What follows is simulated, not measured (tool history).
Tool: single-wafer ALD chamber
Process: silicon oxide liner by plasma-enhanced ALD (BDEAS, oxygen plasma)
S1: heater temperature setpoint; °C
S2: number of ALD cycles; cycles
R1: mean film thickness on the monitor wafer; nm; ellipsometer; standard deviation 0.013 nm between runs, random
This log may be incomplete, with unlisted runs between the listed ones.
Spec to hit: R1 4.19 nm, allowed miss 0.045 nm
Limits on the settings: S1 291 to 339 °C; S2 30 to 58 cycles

run,hour,S1,S2,R1
1,0,315,44,3.6223
2,2.4,324,44,3.5554
3,10.6,321,45,3.6624
4,18.6,319,46,3.75
5,27.2,326,46,3.7044
6,30.4,323,46,3.7355
7,35.7,321,46,3.7537
8,36.3,319,46,3.7549

Below are 4 possible settings for the next run. Only one of them brings all results inside the allowed miss of their targets. Which is it?
A,36.9,312,49,?
B,36.9,315,51,?
C,36.9,314,41,?
D,36.9,313,52,?

move,R1
A,4.0491
B,4.1939
C,3.377
D,4.29
A: nearer the targets than the last run, but a result is still out of spec
B: in spec on every target
C: lands further from the targets than the last run did
D: the result that was furthest off in the last run now lies on the other side of its target
Go with B: it meets all targets.
